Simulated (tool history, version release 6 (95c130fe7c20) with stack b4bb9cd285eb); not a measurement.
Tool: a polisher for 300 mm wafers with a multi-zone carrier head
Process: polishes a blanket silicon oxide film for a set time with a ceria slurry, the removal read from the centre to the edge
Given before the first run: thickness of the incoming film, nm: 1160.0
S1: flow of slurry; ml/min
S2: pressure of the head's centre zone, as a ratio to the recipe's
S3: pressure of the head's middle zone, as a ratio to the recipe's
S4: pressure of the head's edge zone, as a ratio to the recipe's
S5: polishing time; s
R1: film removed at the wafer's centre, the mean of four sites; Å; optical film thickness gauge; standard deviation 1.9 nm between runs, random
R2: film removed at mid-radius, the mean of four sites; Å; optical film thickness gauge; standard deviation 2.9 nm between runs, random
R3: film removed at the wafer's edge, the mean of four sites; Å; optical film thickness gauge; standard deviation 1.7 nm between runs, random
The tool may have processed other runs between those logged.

run	hour	S1	S2	S3	S4	S5	R1	R2	R3
1	0	285	1	1	1	76	2541.6	2485.8	2539
2	8.2	285	1	1	1	83	2771	2707	2763.5
3	11.8	285	1	0.93	1	83	2733	2578.8	2729.3
4	13.3	280	0.99	0.92	1	82	2690.4	2573.1	2698.9
5	14.7	280	0.99	0.85	1	82	2706.4	2381.6	2739.9
6	16.9	275	0.97	0.85	1	81	2582.5	2348.6	2714.3
7	19.8	275	0.96	0.85	0.99	80	2524.4	2269.1	2650.5
8	21	270	0.95	0.86	0.98	80	2494.2	2322.3	2604.9

Run 9 is up next; what results do you expect?
9	27.1	265	0.94	0.85	0.98	80	?	?	?

Run 9 came out at R1 2474.6 Å, R2 2320.2 Å, R3 2621.4 Å.

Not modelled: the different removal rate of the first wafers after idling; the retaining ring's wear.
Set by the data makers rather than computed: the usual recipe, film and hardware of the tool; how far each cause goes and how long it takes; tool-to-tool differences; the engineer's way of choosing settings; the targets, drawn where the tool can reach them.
